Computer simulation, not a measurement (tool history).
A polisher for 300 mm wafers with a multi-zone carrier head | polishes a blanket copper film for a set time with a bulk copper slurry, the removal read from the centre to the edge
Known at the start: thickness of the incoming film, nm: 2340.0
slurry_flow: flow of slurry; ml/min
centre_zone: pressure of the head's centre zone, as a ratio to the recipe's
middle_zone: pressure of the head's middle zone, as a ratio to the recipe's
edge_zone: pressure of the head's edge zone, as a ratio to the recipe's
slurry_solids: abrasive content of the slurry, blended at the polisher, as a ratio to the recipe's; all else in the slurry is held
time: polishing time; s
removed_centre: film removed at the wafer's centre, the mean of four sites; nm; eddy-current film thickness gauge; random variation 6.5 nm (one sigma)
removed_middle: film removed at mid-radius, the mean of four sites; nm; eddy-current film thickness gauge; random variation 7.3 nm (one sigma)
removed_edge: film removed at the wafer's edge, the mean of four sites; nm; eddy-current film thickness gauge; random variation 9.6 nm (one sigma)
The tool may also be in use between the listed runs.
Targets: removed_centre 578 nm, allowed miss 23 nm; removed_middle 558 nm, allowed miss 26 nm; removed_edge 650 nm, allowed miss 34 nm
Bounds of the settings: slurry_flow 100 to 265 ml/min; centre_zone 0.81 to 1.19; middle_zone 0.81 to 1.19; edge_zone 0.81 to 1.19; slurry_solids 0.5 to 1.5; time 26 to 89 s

Run 1, hour 0: slurry_flow 170 ml/min, centre_zone 1, middle_zone 1, edge_zone 1, slurry_solids 1, time 57 s. Result: removed_centre 678.46 nm, removed_middle 714.63 nm, removed_edge 686.73 nm.
Run 2, hour 7: slurry_flow 170 ml/min, centre_zone 1, middle_zone 1, edge_zone 1, slurry_solids 1.1, time 57 s. Result: removed_centre 704.28 nm, removed_middle 738.23 nm, removed_edge 706.68 nm.
Run 3, hour 8: slurry_flow 170 ml/min, centre_zone 1, middle_zone 1, edge_zone 1.06, slurry_solids 1.1, time 57 s. Result: removed_centre 697.59 nm, removed_middle 725.2 nm, removed_edge 723.17 nm.
Run 4, hour 13.2: slurry_flow 170 ml/min, centre_zone 1, middle_zone 1, edge_zone 1.11, slurry_solids 1.1, time 57 s. Result: removed_centre 716.79 nm, removed_middle 724.28 nm, removed_edge 727.17 nm.
Run 5, hour 14.4: slurry_flow 155 ml/min, centre_zone 1, middle_zone 1, edge_zone 1.11, slurry_solids 1.1, time 57 s. Result: removed_centre 681.59 nm, removed_middle 704.86 nm, removed_edge 716.46 nm.
Run 6, hour 23.4: slurry_flow 185 ml/min, centre_zone 1, middle_zone 1, edge_zone 1.11, slurry_solids 1.1, time 57 s. Result: removed_centre 711.54 nm, removed_middle 732.42 nm, removed_edge 733.96 nm.
Run 7, hour 25.2: slurry_flow 175 ml/min, centre_zone 0.99, middle_zone 0.96, edge_zone 1.12, slurry_solids 1, time 56 s. Result: removed_centre 673.71 nm, removed_middle 684.54 nm, removed_edge 734.12 nm.
Run 8, hour 33.8: slurry_flow 165 ml/min, centre_zone 1, middle_zone 0.95, edge_zone 1.12, slurry_solids 0.95, time 55 s. Result: removed_centre 646.87 nm, removed_middle 650.22 nm, removed_edge 691.24 nm.
Run 9, hour 35.6: slurry_flow 155 ml/min, centre_zone 1, middle_zone 0.93, edge_zone 1.12, slurry_solids 0.9, time 55 s. Result: removed_centre 636.84 nm, removed_middle 627.79 nm, removed_edge 677.05 nm.
Run 10, hour 43.2: slurry_flow 145 ml/min, centre_zone 0.99, middle_zone 0.91, edge_zone 1.12, slurry_solids 0.9, time 55 s. Result: removed_centre 619.41 nm, removed_middle 605.16 nm, removed_edge 692.55 nm.
Run 11, hour 49.9: slurry_flow 140 ml/min, centre_zone 0.99, middle_zone 0.91, edge_zone 1.12, slurry_solids 0.85, time 55 s. Result: removed_centre 613.94 nm, removed_middle 601.59 nm, removed_edge 661.2 nm.
Run 12, hour 53.7: slurry_flow 135 ml/min, centre_zone 0.98, middle_zone 0.9, edge_zone 1.12, slurry_solids 0.85, time 55 s. Result: removed_centre 597.17 nm, removed_middle 587.53 nm, removed_edge 673.29 nm.

Which of these 5 next moves meets every target?
Run A, hour 57.5: slurry_flow 145 ml/min, centre_zone 0.98, middle_zone 1.02, edge_zone 1.15, slurry_solids 0.6, time 58 s. Result: removed_centre ?, removed_middle ?, removed_edge ?.
Run B, hour 57.5: slurry_flow 135 ml/min, centre_zone 0.81, middle_zone 0.81, edge_zone 1.17, slurry_solids 0.85, time 58 s. Result: removed_centre ?, removed_middle ?, removed_edge ?.
Run C, hour 57.5: slurry_flow 105 ml/min, centre_zone 0.94, middle_zone 0.81, edge_zone 1.15, slurry_solids 0.9, time 57 s. Result: removed_centre ?, removed_middle ?, removed_edge ?.
Run D, hour 57.5: slurry_flow 115 ml/min, centre_zone 0.97, middle_zone 0.88, edge_zone 1.1, slurry_solids 0.8, time 56 s. Result: removed_centre ?, removed_middle ?, removed_edge ?.
Run E, hour 57.5: slurry_flow 140 ml/min, centre_zone 0.88, middle_zone 0.86, edge_zone 1.12, slurry_solids 1, time 52 s. Result: removed_centre ?, removed_middle ?, removed_edge ?.

move  removed_centre  removed_middle  removed_edge
   A          608.82          657.18        693.06
   B           528.5          564.35        732.29
   C          554.45          521.21        685.73
   D          568.52          552.84        657.67
   E          531.21          550.96        663.61
A: further off than the last run
B: brings the result that was furthest off to its target, and leaves another outside
C: takes the result that was furthest off past its target
D: meets every target
E: brings the result that was furthest off to its target, and leaves another outside
Answer: D

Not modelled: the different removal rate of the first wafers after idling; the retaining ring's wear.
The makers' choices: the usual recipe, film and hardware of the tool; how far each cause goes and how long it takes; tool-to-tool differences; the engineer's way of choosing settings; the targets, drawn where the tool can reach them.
